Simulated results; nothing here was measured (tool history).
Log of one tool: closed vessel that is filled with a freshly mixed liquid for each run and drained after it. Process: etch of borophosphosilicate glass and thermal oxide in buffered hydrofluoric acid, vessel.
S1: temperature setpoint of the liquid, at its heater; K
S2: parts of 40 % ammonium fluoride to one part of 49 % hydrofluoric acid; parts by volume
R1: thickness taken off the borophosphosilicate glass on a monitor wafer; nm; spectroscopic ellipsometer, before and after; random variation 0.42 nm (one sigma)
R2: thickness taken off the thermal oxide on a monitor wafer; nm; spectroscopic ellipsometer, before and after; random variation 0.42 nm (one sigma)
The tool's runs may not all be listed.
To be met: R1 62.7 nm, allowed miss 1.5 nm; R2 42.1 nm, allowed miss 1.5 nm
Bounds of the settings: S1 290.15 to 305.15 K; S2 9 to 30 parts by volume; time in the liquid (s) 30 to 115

Run 1, hour 0: S1 298.15 K, S2 24 parts by volume, time in the liquid (s) 60. Result: R1 52.279 nm, R2 34.971 nm.
Run 2, hour 7.1: S1 298.65 K, S2 24 parts by volume, time in the liquid (s) 60. Result: R1 53.517 nm, R2 35.574 nm.
Run 3, hour 9.5: S1 298.65 K, S2 18.5 parts by volume, time in the liquid (s) 60. Result: R1 66.166 nm, R2 43.739 nm.
Run 4, hour 11.9: S1 298.65 K, S2 25 parts by volume, time in the liquid (s) 60. Result: R1 51.801 nm, R2 34.869 nm.
Run 5, hour 14.2: S1 300.65 K, S2 25 parts by volume, time in the liquid (s) 60. Result: R1 58.23 nm, R2 39.577 nm.
Run 6, hour 18.3: S1 300.65 K, S2 25 parts by volume, time in the liquid (s) 50. Result: R1 48.412 nm, R2 32.792 nm.
Run 7, hour 22.9: S1 301.15 K, S2 25 parts by volume, time in the liquid (s) 50. Result: R1 49.348 nm, R2 33.947 nm.
Run 8, hour 24.4: S1 305.15 K, S2 22.5 parts by volume, time in the liquid (s) 50. Result: R1 65.648 nm, R2 44.197 nm.

Which of these 4 next moves meets every target?
Run A, hour 25.9: S1 303.65 K, S2 16 parts by volume, time in the liquid (s) 40. Result: R1 ?, R2 ?.
Run B, hour 25.9: S1 298.15 K, S2 28.5 parts by volume, time in the liquid (s) 90. Result: R1 ?, R2 ?.
Run C, hour 25.9: S1 298.15 K, S2 9 parts by volume, time in the liquid (s) 30. Result: R1 ?, R2 ?.
Run D, hour 25.9: S1 302.65 K, S2 20 parts by volume, time in the liquid (s) 55. Result: R1 ?, R2 ?.

move      R1      R2
   A  65.305  44.828
   B  69.006  47.323
   C  62.177  42.421
   D  68.403  46.967
A: nearer than the last run, and not there yet
B: further off than the last run
C: meets every target
D: further off than the last run
Answer: C

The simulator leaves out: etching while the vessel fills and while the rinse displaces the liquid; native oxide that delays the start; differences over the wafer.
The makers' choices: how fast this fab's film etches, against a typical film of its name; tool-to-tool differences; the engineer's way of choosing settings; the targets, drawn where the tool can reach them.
